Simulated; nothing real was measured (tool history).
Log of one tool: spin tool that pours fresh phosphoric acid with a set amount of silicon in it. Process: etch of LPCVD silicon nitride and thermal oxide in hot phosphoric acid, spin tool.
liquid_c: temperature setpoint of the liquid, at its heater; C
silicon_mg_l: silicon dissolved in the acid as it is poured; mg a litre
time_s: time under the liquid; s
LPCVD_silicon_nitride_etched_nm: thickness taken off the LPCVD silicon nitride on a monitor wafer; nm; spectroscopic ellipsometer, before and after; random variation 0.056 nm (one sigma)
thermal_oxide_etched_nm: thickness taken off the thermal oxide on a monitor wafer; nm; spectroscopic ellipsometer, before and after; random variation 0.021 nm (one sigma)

run    day  liquid_c  silicon_mg_l  time_s  LPCVD_silicon_nitride_etched_nm  thermal_oxide_etched_nm
  1      0       163            13     115                           12.255                  0.25443
  2  0.358       162          10.5     105                           10.894                  0.27705
  3  0.612       161          12.5     100                           10.079                  0.21535
  4  0.896     160.5            12      95                           9.2601                  0.20023
  5  1.221     160.5           7.5      95                           9.3315                  0.18335
  6  1.288     160.5          11.5      95                           9.3524                  0.20164
  7  1.558       160          11.5      95                           9.1122                  0.21959

Forecast run 8:
  8  1.812     159.5            10      95                                ?                        ?

{"run 8": {"LPCVD_silicon_nitride_etched_nm": 9.0715, "thermal_oxide_etched_nm": 0.158}}

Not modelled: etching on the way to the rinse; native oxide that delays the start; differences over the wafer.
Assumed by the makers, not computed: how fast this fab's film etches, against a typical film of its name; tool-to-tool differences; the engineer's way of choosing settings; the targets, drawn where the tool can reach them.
